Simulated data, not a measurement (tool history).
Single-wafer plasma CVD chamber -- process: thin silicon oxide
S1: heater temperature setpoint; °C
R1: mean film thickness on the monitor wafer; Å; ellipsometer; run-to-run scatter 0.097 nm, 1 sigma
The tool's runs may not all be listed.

run 1 hour=0 | S1=380 chamber_pressure_(mTorr)=554 RF_power_(W)=250 deposition_time_(s)=13.4 | R1=160.76
run 2 hour=6.6 | S1=380 chamber_pressure_(mTorr)=564 RF_power_(W)=250 deposition_time_(s)=13.4 | R1=164.05
run 3 hour=13.6 | S1=380 chamber_pressure_(mTorr)=564 RF_power_(W)=235 deposition_time_(s)=13.4 | R1=158.28
run 4 hour=22.4 | S1=380 chamber_pressure_(mTorr)=564 RF_power_(W)=200 deposition_time_(s)=13.4 | R1=145.58
run 5 hour=28.1 | S1=380 chamber_pressure_(mTorr)=580 RF_power_(W)=200 deposition_time_(s)=13.4 | R1=147.97
-- hour=30.2 thermocouple changed; heater temperature recalibrated
run 6 hour=30.2 | S1=380 chamber_pressure_(mTorr)=580 RF_power_(W)=200 deposition_time_(s)=13.8 | R1=152.12
run 7 hour=32 | S1=380 chamber_pressure_(mTorr)=595 RF_power_(W)=200 deposition_time_(s)=13.8 | R1=156.99
run 8 hour=37.4 | S1=380 chamber_pressure_(mTorr)=608 RF_power_(W)=200 deposition_time_(s)=13.8 | R1=159.55
run 9 hour=41.4 | S1=380 chamber_pressure_(mTorr)=621 RF_power_(W)=200 deposition_time_(s)=13.8 | R1=161.32
run 10 hour=42.3 | S1=380 chamber_pressure_(mTorr)=635 RF_power_(W)=200 deposition_time_(s)=13.8 | R1=163.71
run 11 hour=43.8 | S1=380 chamber_pressure_(mTorr)=649 RF_power_(W)=200 deposition_time_(s)=13.8 | R1=168.66
run 12 hour=52.7 | S1=380 chamber_pressure_(mTorr)=659 RF_power_(W)=200 deposition_time_(s)=13.8 | R1=169.19

Expected results for the next run?
run 13 hour=55.7 | S1=380 chamber_pressure_(mTorr)=670 RF_power_(W)=200 deposition_time_(s)=13.8 | R1=?

{"run 13": {"R1": 173.32}}

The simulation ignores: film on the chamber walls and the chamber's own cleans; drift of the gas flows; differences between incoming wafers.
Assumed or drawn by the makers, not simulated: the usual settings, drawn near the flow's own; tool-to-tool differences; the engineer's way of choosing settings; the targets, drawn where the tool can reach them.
